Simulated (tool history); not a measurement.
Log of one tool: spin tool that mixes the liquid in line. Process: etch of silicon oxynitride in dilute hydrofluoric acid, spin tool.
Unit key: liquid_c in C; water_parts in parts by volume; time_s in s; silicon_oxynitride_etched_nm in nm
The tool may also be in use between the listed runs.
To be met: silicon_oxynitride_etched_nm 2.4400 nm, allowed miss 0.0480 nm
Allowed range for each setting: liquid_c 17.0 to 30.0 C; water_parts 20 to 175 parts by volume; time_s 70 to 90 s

run  hour  liquid_c  water_parts  time_s  silicon_oxynitride_etched_nm
  1   0.0      22.0           95      90                        4.0577
  2   2.5      20.5          100      90                        3.5183
  3   4.4      19.5          105      90                        3.2465
  4  10.9      21.0          105      90                        3.4767
  5  18.8      23.5          105      90                        3.8921
  6  26.7      21.5          110      90                        3.3605
  7  34.9      20.0          115      90                        2.9849
  8  41.4      17.0          125      90                        2.3737

Pick the move, out of 5, that brings all results within their allowed miss; only one does.
  A  47.9      17.0          125      85                             ?
  B  47.9      17.0          115      80                             ?
  C  47.9      17.5          125      85                             ?
  D  47.9      17.5          120      90                             ?
  E  47.9      21.5          125      75                             ?

move  silicon_oxynitride_etched_nm
   A                        2.2339
   B                        2.2999
   C                        2.2899
   D                        2.5338
   E                        2.4529
A: its largest miss is bigger than the last run's
B: its largest miss is bigger than the last run's
C: its largest miss is bigger than the last run's
D: the result that was furthest off in the last run now lies on the other side of its target
E: each result inside its tolerance
Go with E: it meets all targets.
